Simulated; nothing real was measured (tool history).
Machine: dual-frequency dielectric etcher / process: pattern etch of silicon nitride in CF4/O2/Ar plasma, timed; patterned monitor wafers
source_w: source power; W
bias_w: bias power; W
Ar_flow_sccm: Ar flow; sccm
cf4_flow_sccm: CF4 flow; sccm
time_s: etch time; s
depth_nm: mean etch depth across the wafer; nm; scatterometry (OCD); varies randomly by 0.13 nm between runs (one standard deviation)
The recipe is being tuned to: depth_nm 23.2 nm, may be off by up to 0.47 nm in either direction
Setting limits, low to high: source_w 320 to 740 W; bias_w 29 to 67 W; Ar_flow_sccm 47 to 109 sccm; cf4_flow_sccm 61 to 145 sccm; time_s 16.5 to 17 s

run,hour,source_w,bias_w,Ar_flow_sccm,cf4_flow_sccm,time_s,depth_nm
1,0,530,48,78,103,16.5,32.014
2,6.2,590,48,78,103,16.5,35.297
3,11.1,560,48,78,103,16.5,33.666
4,15.8,560,56,78,103,16.5,35.554
5,22.3,560,56,71,103,16.5,35.805
6,30,530,55,71,103,16.5,33.626
# hour 36: Ar flow controller replaced
7,36,500,55,71,103,16.5,32.019
8,41.2,400,50,73,101,16.5,24.53

Which one of the following 5 next-run settings gets every result inside its allowed miss? There is exactly one.
A,46.4,380,48,73,105,16.5,?
B,46.4,420,47,72,96,17,?
C,46.4,350,48,74,114,17,?
D,46.4,350,51,81,133,16.5,?
E,46.4,420,51,74,76,17,?

move,depth_nm
A,23.292
B,26.013
C,22.311
D,22.304
E,25.992
A: meets every target
B: misses by more than the last run did
C: carries the result that was furthest off beyond its target, to the other side
D: carries the result that was furthest off beyond its target, to the other side
E: misses by more than the last run did
Go with A: it meets all targets.
